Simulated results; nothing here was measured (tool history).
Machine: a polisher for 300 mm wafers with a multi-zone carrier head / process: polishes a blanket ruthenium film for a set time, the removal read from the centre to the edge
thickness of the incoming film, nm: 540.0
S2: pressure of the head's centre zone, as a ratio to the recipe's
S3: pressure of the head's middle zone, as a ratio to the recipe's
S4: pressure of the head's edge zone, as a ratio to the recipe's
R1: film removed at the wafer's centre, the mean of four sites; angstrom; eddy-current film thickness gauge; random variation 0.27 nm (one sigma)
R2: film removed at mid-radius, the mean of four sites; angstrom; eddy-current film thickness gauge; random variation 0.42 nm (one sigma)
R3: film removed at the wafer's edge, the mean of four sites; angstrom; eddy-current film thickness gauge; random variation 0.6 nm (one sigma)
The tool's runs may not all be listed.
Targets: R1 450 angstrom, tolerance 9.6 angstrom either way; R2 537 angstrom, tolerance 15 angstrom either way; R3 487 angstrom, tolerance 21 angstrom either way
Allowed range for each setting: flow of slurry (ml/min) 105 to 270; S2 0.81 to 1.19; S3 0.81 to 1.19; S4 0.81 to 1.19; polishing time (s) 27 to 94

Run 1, hour 0: flow of slurry (ml/min) 175, S2 1, S3 1, S4 1, polishing time (s) 60. Result: R1 753.12 angstrom, R2 742.88 angstrom, R3 781.5 angstrom.
Run 2, hour 5: flow of slurry (ml/min) 175, S2 1, S3 1.08, S4 1, polishing time (s) 60. Result: R1 759.1 angstrom, R2 787.39 angstrom, R3 767.26 angstrom.
Run 3, hour 7.7: flow of slurry (ml/min) 175, S2 1, S3 1.01, S4 1, polishing time (s) 60. Result: R1 761.37 angstrom, R2 757.6 angstrom, R3 781.91 angstrom.
Run 4, hour 11.4: flow of slurry (ml/min) 160, S2 1, S3 1.01, S4 1, polishing time (s) 60. Result: R1 741.42 angstrom, R2 733.78 angstrom, R3 760.25 angstrom.
Run 5, hour 16.2: flow of slurry (ml/min) 160, S2 1, S3 0.93, S4 1, polishing time (s) 60. Result: R1 751.52 angstrom, R2 684.65 angstrom, R3 759.24 angstrom.
Run 6, hour 24.3: flow of slurry (ml/min) 155, S2 0.98, S3 0.94, S4 0.98, polishing time (s) 58. Result: R1 705.55 angstrom, R2 664.52 angstrom, R3 724.8 angstrom.
Run 7, hour 33.3: flow of slurry (ml/min) 150, S2 0.96, S3 0.95, S4 0.96, polishing time (s) 56. Result: R1 668.14 angstrom, R2 649.61 angstrom, R3 698.24 angstrom.
Run 8, hour 37.6: flow of slurry (ml/min) 145, S2 0.95, S3 0.97, S4 0.94, polishing time (s) 54. Result: R1 635.51 angstrom, R2 639 angstrom, R3 659.63 angstrom.
Run 9, hour 41.6: flow of slurry (ml/min) 140, S2 0.94, S3 0.98, S4 0.93, polishing time (s) 52. Result: R1 596.78 angstrom, R2 612.41 angstrom, R3 628.19 angstrom.
Run 10, hour 42.2: flow of slurry (ml/min) 135, S2 0.93, S3 0.99, S4 0.92, polishing time (s) 51. Result: R1 579.08 angstrom, R2 600.13 angstrom, R3 608.04 angstrom.
Run 11, hour 45.6: flow of slurry (ml/min) 130, S2 0.92, S3 1, S4 0.91, polishing time (s) 50. Result: R1 559.31 angstrom, R2 591.8 angstrom, R3 594.11 angstrom.
Run 12, hour 51.5: flow of slurry (ml/min) 130, S2 0.91, S3 1.01, S4 0.9, polishing time (s) 49. Result: R1 544.76 angstrom, R2 588.6 angstrom, R3 577.65 angstrom.
Run 13, hour 58.5: flow of slurry (ml/min) 130, S2 0.9, S3 1.01, S4 0.89, polishing time (s) 48. Result: R1 528.44 angstrom, R2 571.22 angstrom, R3 568.97 angstrom.
Run 14, hour 60.7: flow of slurry (ml/min) 125, S2 0.9, S3 1.02, S4 0.88, polishing time (s) 47. Result: R1 511.53 angstrom, R2 563.71 angstrom, R3 555.15 angstrom.
Run 15, hour 68.9: flow of slurry (ml/min) 125, S2 0.9, S3 1.03, S4 0.87, polishing time (s) 46. Result: R1 498.25 angstrom, R2 550.29 angstrom, R3 542.07 angstrom.
Run 16, hour 76.3: flow of slurry (ml/min) 125, S2 0.9, S3 1.04, S4 0.86, polishing time (s) 46. Result: R1 507.4 angstrom, R2 558.87 angstrom, R3 536.31 angstrom.
Run 17, hour 84.1: flow of slurry (ml/min) 125, S2 0.89, S3 1.05, S4 0.85, polishing time (s) 46. Result: R1 495.88 angstrom, R2 560.77 angstrom, R3 527.31 angstrom.
Run 18, hour 91.7: flow of slurry (ml/min) 120, S2 0.87, S3 1.06, S4 0.83, polishing time (s) 44. Result: R1 463.28 angstrom, R2 540.02 angstrom, R3 501.42 angstrom.
Run 19, hour 99.3: flow of slurry (ml/min) 110, S2 0.86, S3 1.08, S4 0.81, polishing time (s) 43. Result: R1 438.87 angstrom, R2 535.28 angstrom, R3 487.87 angstrom.

Below are 4 possible settings for the next run. Only one of them brings all results inside the allowed miss of their targets. Which is it?
Run A, hour 106.9: flow of slurry (ml/min) 105, S2 0.85, S3 1.12, S4 0.82, polishing time (s) 43. Result: R1 ?, R2 ?, R3 ?.
Run B, hour 106.9: flow of slurry (ml/min) 110, S2 0.84, S3 1.09, S4 0.86, polishing time (s) 42. Result: R1 ?, R2 ?, R3 ?.
Run C, hour 106.9: flow of slurry (ml/min) 105, S2 0.81, S3 1.1, S4 0.93, polishing time (s) 43. Result: R1 ?, R2 ?, R3 ?.
Run D, hour 106.9: flow of slurry (ml/min) 140, S2 0.83, S3 1.04, S4 0.81, polishing time (s) 43. Result: R1 ?, R2 ?, R3 ?.

move      R1      R2      R3
   A   432.3  543.59  487.18
   B   421.7  522.92  487.96
   C  414.69  535.28   513.1
   D  446.45  534.89  501.77
A: misses by more than the last run did
B: misses by more than the last run did
C: misses by more than the last run did
D: in spec on every target
D meets every target.
